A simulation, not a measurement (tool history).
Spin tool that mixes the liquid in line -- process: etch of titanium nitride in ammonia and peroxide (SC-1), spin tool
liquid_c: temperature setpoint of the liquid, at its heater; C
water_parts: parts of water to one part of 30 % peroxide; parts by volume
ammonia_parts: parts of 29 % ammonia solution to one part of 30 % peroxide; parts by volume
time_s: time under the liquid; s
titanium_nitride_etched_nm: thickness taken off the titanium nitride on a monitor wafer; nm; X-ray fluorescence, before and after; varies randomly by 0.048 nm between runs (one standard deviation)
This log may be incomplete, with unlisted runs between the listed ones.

Run 1, hour 0: liquid_c 56 C, water_parts 24 parts by volume, ammonia_parts 0.6 parts by volume, time_s 210 s. Result: titanium_nitride_etched_nm 18.61 nm.
Run 2, hour 4.3: liquid_c 52 C, water_parts 24 parts by volume, ammonia_parts 0.6 parts by volume, time_s 210 s. Result: titanium_nitride_etched_nm 14.145 nm.
Run 3, hour 8.9: liquid_c 52 C, water_parts 24 parts by volume, ammonia_parts 0.45 parts by volume, time_s 210 s. Result: titanium_nitride_etched_nm 13.444 nm.
Run 4, hour 14.9: liquid_c 52 C, water_parts 21 parts by volume, ammonia_parts 0.45 parts by volume, time_s 210 s. Result: titanium_nitride_etched_nm 14.415 nm.
Run 5, hour 18.4: liquid_c 49 C, water_parts 21 parts by volume, ammonia_parts 0.45 parts by volume, time_s 210 s. Result: titanium_nitride_etched_nm 11.787 nm.
Run 6, hour 19.4: liquid_c 49 C, water_parts 21 parts by volume, ammonia_parts 0.45 parts by volume, time_s 210 s. Result: titanium_nitride_etched_nm 11.779 nm.
Run 7, hour 27.4: liquid_c 49 C, water_parts 21 parts by volume, ammonia_parts 0.45 parts by volume, time_s 210 s. Result: titanium_nitride_etched_nm 11.813 nm.
Run 8, hour 29.5: liquid_c 49 C, water_parts 21 parts by volume, ammonia_parts 0.45 parts by volume, time_s 210 s. Result: titanium_nitride_etched_nm 11.802 nm.
Run 9, hour 32.4: liquid_c 47 C, water_parts 21 parts by volume, ammonia_parts 0.45 parts by volume, time_s 210 s. Result: titanium_nitride_etched_nm 10.149 nm.

What does the tool deliver on the next run?
Run 10, hour 40.4: liquid_c 45.5 C, water_parts 21 parts by volume, ammonia_parts 0.45 parts by volume, time_s 210 s. Result: titanium_nitride_etched_nm ?.

Run 10 came out at titanium_nitride_etched_nm 9.1724 nm.
